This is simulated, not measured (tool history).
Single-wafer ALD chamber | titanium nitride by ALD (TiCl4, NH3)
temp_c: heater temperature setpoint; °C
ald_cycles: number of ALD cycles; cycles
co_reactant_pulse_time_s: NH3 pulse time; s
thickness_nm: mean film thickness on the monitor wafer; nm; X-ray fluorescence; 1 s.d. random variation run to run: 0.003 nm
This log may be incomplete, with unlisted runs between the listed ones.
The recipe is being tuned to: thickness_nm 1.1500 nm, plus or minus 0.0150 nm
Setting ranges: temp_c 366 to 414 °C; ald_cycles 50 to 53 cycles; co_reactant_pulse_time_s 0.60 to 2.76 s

run	day	temp_c	ald_cycles	co_reactant_pulse_time_s	thickness_nm
1	0.000	390	53	1.68	1.2530
2	0.121	382	53	1.68	1.2541
3	0.175	393	53	1.68	1.2620
4	0.308	391	53	1.54	1.2469
5	0.567	400	53	1.54	1.2666
6	0.938	400	53	1.54	1.2644
7	1.271	398	53	1.43	1.2587
8	1.633	396	53	1.32	1.2538
9	1.912	393	53	1.22	1.2326

5 candidate next runs follow, results not yet known. Just one meets every target within its allowed miss. Identify it.
A	2.192	383	53	0.89	?
B	2.192	386	53	0.97	?
C	2.192	388	50	1.53	?
D	2.192	393	50	1.58	?
E	2.192	391	53	0.66	?

move	thickness_nm
A	1.1734
B	1.1925
C	1.1748
D	1.1836
E	1.1417
A: closes in on the targets versus the last run, not all within tolerance yet
B: closes in on the targets versus the last run, not all within tolerance yet
C: closes in on the targets versus the last run, not all within tolerance yet
D: closes in on the targets versus the last run, not all within tolerance yet
E: in spec on every target
The right move is E.

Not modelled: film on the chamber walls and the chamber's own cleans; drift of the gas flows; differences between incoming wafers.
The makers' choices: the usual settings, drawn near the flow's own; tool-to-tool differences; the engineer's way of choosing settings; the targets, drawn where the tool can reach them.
